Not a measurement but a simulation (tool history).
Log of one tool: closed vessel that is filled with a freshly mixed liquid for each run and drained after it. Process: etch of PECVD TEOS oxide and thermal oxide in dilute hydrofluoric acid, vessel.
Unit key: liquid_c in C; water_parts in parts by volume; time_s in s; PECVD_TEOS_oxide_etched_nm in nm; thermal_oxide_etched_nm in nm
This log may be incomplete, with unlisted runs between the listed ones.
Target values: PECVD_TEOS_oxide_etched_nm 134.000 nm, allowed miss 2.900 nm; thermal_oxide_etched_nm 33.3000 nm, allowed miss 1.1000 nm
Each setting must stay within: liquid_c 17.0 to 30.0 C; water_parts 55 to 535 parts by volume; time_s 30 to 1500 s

Run 1, day 0.000: liquid_c 22.0 C, water_parts 295 parts by volume, time_s 765 s. Result: PECVD_TEOS_oxide_etched_nm 37.773 nm, thermal_oxide_etched_nm 9.4238 nm.
Run 2, day 0.388: liquid_c 23.5 C, water_parts 255 parts by volume, time_s 765 s. Result: PECVD_TEOS_oxide_etched_nm 47.783 nm, thermal_oxide_etched_nm 11.8460 nm.
Run 3, day 0.475: liquid_c 24.5 C, water_parts 225 parts by volume, time_s 765 s. Result: PECVD_TEOS_oxide_etched_nm 57.860 nm, thermal_oxide_etched_nm 14.4940 nm.
Run 4, day 0.642: liquid_c 24.5 C, water_parts 290 parts by volume, time_s 765 s. Result: PECVD_TEOS_oxide_etched_nm 41.854 nm, thermal_oxide_etched_nm 10.4760 nm.
Run 5, day 0.758: liquid_c 25.5 C, water_parts 255 parts by volume, time_s 765 s. Result: PECVD_TEOS_oxide_etched_nm 50.857 nm, thermal_oxide_etched_nm 12.6870 nm.
Run 6, day 1.104: liquid_c 26.0 C, water_parts 225 parts by volume, time_s 765 s. Result: PECVD_TEOS_oxide_etched_nm 61.194 nm, thermal_oxide_etched_nm 15.4460 nm.
Run 7, day 1.238: liquid_c 26.5 C, water_parts 205 parts by volume, time_s 765 s. Result: PECVD_TEOS_oxide_etched_nm 69.892 nm, thermal_oxide_etched_nm 17.5710 nm.
Run 8, day 1.567: liquid_c 27.0 C, water_parts 190 parts by volume, time_s 765 s. Result: PECVD_TEOS_oxide_etched_nm 77.718 nm, thermal_oxide_etched_nm 19.6290 nm.
Run 9, day 1.779: liquid_c 27.5 C, water_parts 175 parts by volume, time_s 765 s. Result: PECVD_TEOS_oxide_etched_nm 87.394 nm, thermal_oxide_etched_nm 21.6870 nm.
Run 10, day 1.829: liquid_c 28.0 C, water_parts 165 parts by volume, time_s 765 s. Result: PECVD_TEOS_oxide_etched_nm 96.009 nm, thermal_oxide_etched_nm 23.7460 nm.
Run 11, day 1.950: liquid_c 28.5 C, water_parts 160 parts by volume, time_s 765 s. Result: PECVD_TEOS_oxide_etched_nm 101.110 nm, thermal_oxide_etched_nm 24.9720 nm.
Run 12, day 2.204: liquid_c 28.5 C, water_parts 155 parts by volume, time_s 765 s. Result: PECVD_TEOS_oxide_etched_nm 104.540 nm, thermal_oxide_etched_nm 26.2670 nm.
Run 13, day 2.400: liquid_c 28.5 C, water_parts 150 parts by volume, time_s 765 s. Result: PECVD_TEOS_oxide_etched_nm 109.570 nm, thermal_oxide_etched_nm 27.6360 nm.
Run 14, day 2.592: liquid_c 28.5 C, water_parts 145 parts by volume, time_s 765 s. Result: PECVD_TEOS_oxide_etched_nm 113.250 nm, thermal_oxide_etched_nm 28.2500 nm.
Run 15, day 2.683: liquid_c 28.5 C, water_parts 140 parts by volume, time_s 765 s. Result: PECVD_TEOS_oxide_etched_nm 118.220 nm, thermal_oxide_etched_nm 29.9490 nm.
Run 16, day 2.825: liquid_c 29.0 C, water_parts 140 parts by volume, time_s 765 s. Result: PECVD_TEOS_oxide_etched_nm 120.960 nm, thermal_oxide_etched_nm 30.2770 nm.
Run 17, day 3.204: liquid_c 30.0 C, water_parts 125 parts by volume, time_s 765 s. Result: PECVD_TEOS_oxide_etched_nm 143.110 nm, thermal_oxide_etched_nm 35.2980 nm.
Run 18, day 3.467: liquid_c 29.5 C, water_parts 125 parts by volume, time_s 765 s. Result: PECVD_TEOS_oxide_etched_nm 140.360 nm, thermal_oxide_etched_nm 34.6650 nm.
Run 19, day 3.846: liquid_c 29.0 C, water_parts 125 parts by volume, time_s 765 s. Result: PECVD_TEOS_oxide_etched_nm 137.930 nm, thermal_oxide_etched_nm 34.3960 nm.

Of the 4 settings listed for the next run, only one would bring every result within its allowed miss of target. Which one?
Run A, day 4.225: liquid_c 24.0 C, water_parts 100 parts by volume, time_s 730 s. Result: PECVD_TEOS_oxide_etched_nm ?, thermal_oxide_etched_nm ?.
Run B, day 4.225: liquid_c 27.5 C, water_parts 105 parts by volume, time_s 685 s. Result: PECVD_TEOS_oxide_etched_nm ?, thermal_oxide_etched_nm ?.
Run C, day 4.225: liquid_c 26.5 C, water_parts 120 parts by volume, time_s 775 s. Result: PECVD_TEOS_oxide_etched_nm ?, thermal_oxide_etched_nm ?.
Run D, day 4.225: liquid_c 26.5 C, water_parts 105 parts by volume, time_s 710 s. Result: PECVD_TEOS_oxide_etched_nm ?, thermal_oxide_etched_nm ?.

move  PECVD_TEOS_oxide_etched_nm  thermal_oxide_etched_nm
   A                     140.340                  34.8680
   B                     142.800                  35.4810
   C                     133.460                  33.1600
   D                     142.440                  35.3910
A: moves away from the targets compared with the last run
B: moves away from the targets compared with the last run
C: each result inside its tolerance
D: moves away from the targets compared with the last run
Correct choice: C, which meets every target
